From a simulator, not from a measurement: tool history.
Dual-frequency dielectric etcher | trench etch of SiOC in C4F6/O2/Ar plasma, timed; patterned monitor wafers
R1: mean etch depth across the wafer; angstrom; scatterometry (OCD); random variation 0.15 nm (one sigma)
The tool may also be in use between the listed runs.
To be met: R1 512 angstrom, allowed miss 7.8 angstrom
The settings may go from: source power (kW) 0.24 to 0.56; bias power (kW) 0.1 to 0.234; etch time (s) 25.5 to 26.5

{"run": 1, "day": 0.0, "source power (kW)": 0.4, "bias power (kW)": 0.167, "etch time (s)": 25.5, "R1": 559.63}
{"run": 2, "day": 0.275, "source power (kW)": 0.4, "bias power (kW)": 0.167, "etch time (s)": 25.5, "R1": 564.15}
{"run": 3, "day": 0.592, "source power (kW)": 0.39, "bias power (kW)": 0.166, "etch time (s)": 25.5, "R1": 554.19}
{"run": 4, "day": 0.838, "source power (kW)": 0.42, "bias power (kW)": 0.166, "etch time (s)": 25.5, "R1": 570.3}
{"run": 5, "day": 1.158, "source power (kW)": 0.4, "bias power (kW)": 0.165, "etch time (s)": 25.5, "R1": 558.72}
{"run": 6, "day": 1.271, "source power (kW)": 0.39, "bias power (kW)": 0.164, "etch time (s)": 25.5, "R1": 550.09}
{"day": 1.292, "done": "bias power generator calibrated"}
{"run": 7, "day": 1.292, "source power (kW)": 0.38, "bias power (kW)": 0.164, "etch time (s)": 25.5, "R1": 542.15}
{"run": 8, "day": 1.417, "source power (kW)": 0.37, "bias power (kW)": 0.164, "etch time (s)": 25.5, "R1": 535.5}
{"run": 9, "day": 1.688, "source power (kW)": 0.35, "bias power (kW)": 0.163, "etch time (s)": 25.5, "R1": 522.15}

Which of these 4 next moves meets every target?
{"run": "A", "day": 1.958, "source power (kW)": 0.28, "bias power (kW)": 0.185, "etch time (s)": 26.5, "R1": "?"}
{"run": "B", "day": 1.958, "source power (kW)": 0.33, "bias power (kW)": 0.149, "etch time (s)": 25.5, "R1": "?"}
{"run": "C", "day": 1.958, "source power (kW)": 0.31, "bias power (kW)": 0.177, "etch time (s)": 26.5, "R1": "?"}
{"run": "D", "day": 1.958, "source power (kW)": 0.33, "bias power (kW)": 0.165, "etch time (s)": 25.5, "R1": "?"}

move=A R1=523.11
move=B R1=497.08
move=C R1=535.08
move=D R1=514.57
A: further off than the last run
B: takes the result that was furthest off past its target
C: further off than the last run
D: meets every target
Answer: D
